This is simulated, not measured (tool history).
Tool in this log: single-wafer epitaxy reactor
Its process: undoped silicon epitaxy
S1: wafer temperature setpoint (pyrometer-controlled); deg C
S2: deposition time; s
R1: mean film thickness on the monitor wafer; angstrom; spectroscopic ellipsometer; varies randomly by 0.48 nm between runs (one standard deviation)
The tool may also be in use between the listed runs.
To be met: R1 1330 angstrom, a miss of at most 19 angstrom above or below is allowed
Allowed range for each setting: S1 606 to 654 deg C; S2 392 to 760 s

run,day,S1,S2,R1
1,0,630,576,683.12
2,0.229,635,590,794.9
3,0.392,639,596,890.8
4,0.688,643,596,994.39
5,1.038,643,655,1085.3
6,1.35,645,655,1140.5
7,1.538,646,655,1166.6
8,1.829,647,655,1202
9,1.958,648,655,1231.3
10,2.321,649,655,1254.8
11,2.438,650,655,1294.2

Exactly one of the 5 candidate moves below puts every result within its allowed miss. Which one?
A,2.554,648,678,?
B,2.554,651,630,?
C,2.554,650,676,?
D,2.554,650,650,?
E,2.554,651,633,?

move,R1
A,1272.2
B,1273.2
C,1332.8
D,1281.6
E,1279.2
A: the biggest miss grows against the last run
B: the biggest miss grows against the last run
C: every result within its allowed miss
D: the biggest miss grows against the last run
E: the biggest miss grows against the last run
Answer: C
